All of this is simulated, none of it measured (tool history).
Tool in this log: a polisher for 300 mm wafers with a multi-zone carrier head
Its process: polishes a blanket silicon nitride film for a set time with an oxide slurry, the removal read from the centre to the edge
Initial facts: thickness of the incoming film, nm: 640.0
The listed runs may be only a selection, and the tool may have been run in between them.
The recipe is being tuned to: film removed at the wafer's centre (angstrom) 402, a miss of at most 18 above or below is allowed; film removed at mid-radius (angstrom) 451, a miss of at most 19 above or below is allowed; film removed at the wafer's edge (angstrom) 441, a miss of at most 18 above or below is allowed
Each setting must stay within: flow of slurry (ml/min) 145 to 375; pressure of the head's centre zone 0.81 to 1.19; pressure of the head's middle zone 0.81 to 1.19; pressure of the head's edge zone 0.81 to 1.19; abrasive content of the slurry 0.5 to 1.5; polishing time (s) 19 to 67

run	day	flow of slurry (ml/min)	pressure of the head's centre zone	pressure of the head's middle zone	pressure of the head's edge zone	abrasive content of the slurry	polishing time (s)	film removed at the wafer's centre (angstrom)	film removed at mid-radius (angstrom)	film removed at the wafer's edge (angstrom)
1	0	240	1	1	1	1	43	542.26	550.7	536.72
2	0.046	235	0.96	0.98	0.97	0.9	43	485.1	499.03	494.49
3	0.342	235	0.96	0.98	0.97	0.9	54	604.89	660.75	635.31
4	0.633	235	0.88	0.98	0.97	0.9	54	553.83	638.5	623
5	0.95	235	0.87	0.96	0.93	0.75	53	500.42	582.17	554.49
6	0.996	235	0.81	0.96	0.93	0.75	53	471.41	576.75	555.49
7	1.079	230	0.82	0.93	0.9	0.65	52	446.52	520.52	510.63
8	1.425	225	0.82	0.92	0.88	0.6	51	406	492.34	474.93
9	1.508	210	0.9	0.84	0.81	0.55	51	419.54	445.22	448.47
10	1.625	210	0.89	0.85	0.81	0.55	51	419.53	453.84	447.33

Exactly one of the 4 candidate moves below puts every result within its allowed miss. Which one?
A	1.742	275	0.94	0.88	0.81	0.7	44	?	?	?
B	1.742	285	0.94	0.87	0.81	0.5	53	?	?	?
C	1.742	315	0.83	0.82	0.81	0.7	45	?	?	?
D	1.742	235	0.96	0.81	0.82	0.55	50	?	?	?

move	film removed at the wafer's centre (angstrom)	film removed at mid-radius (angstrom)	film removed at the wafer's edge (angstrom)
A	441.81	444.84	433.53
B	459.97	460.15	450.84
C	404.34	444.51	448.17
D	451.79	427.27	439.31
A: further off than the last run
B: further off than the last run
C: every result within its allowed miss
D: further off than the last run
The right move is C.
